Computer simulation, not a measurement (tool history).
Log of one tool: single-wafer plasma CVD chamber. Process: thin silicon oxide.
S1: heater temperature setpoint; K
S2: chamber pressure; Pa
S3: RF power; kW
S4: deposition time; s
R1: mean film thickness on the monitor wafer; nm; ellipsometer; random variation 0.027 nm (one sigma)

{"run": 1, "hour": 0.0, "S1": 693.15, "S2": 97.2, "S3": 0.3, "S4": 4.62, "R1": 7.1851}
{"run": 2, "hour": 5.1, "S1": 693.15, "S2": 89.2, "S3": 0.3, "S4": 4.62, "R1": 6.6489}
{"run": 3, "hour": 5.7, "S1": 689.15, "S2": 89.2, "S3": 0.3, "S4": 4.62, "R1": 6.6521}
{"run": 4, "hour": 6.4, "S1": 689.15, "S2": 98.7, "S3": 0.3, "S4": 4.62, "R1": 7.3486}
{"run": 5, "hour": 15.0, "S1": 699.15, "S2": 98.7, "S3": 0.3, "S4": 4.62, "R1": 7.3571}
{"run": 6, "hour": 17.6, "S1": 705.15, "S2": 98.7, "S3": 0.3, "S4": 4.62, "R1": 7.2535}

Forecast run 7:
{"run": 7, "hour": 19.1, "S1": 705.15, "S2": 90.4, "S3": 0.3, "S4": 4.62, "R1": "?"}

{"run 7": {"R1": 6.6785}}

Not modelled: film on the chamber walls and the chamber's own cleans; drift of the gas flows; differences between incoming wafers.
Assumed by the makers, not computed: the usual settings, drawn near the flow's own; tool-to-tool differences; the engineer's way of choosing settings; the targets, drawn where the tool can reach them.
